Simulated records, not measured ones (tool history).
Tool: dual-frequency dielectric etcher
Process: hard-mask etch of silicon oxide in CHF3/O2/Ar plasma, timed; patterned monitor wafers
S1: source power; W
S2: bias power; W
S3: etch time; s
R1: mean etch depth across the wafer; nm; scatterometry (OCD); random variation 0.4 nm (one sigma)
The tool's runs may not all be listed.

run 1 hour=0.0 | S1=600 S2=222 S3=34.0 | R1=74.998
run 2 hour=7.9 | S1=600 S2=222 S3=34.0 | R1=73.845
run 3 hour=13.9 | S1=600 S2=249 S3=34.0 | R1=78.025
run 4 hour=14.5 | S1=600 S2=249 S3=35.5 | R1=81.638
run 5 hour=19.0 | S1=600 S2=270 S3=35.5 | R1=84.395
run 6 hour=23.6 | S1=600 S2=232 S3=35.5 | R1=78.789

Run 7 comes next. What will it give?
run 7 hour=26.9 | S1=570 S2=227 S3=35.5 | R1=?

Run 7 gave R1 77.942 nm.
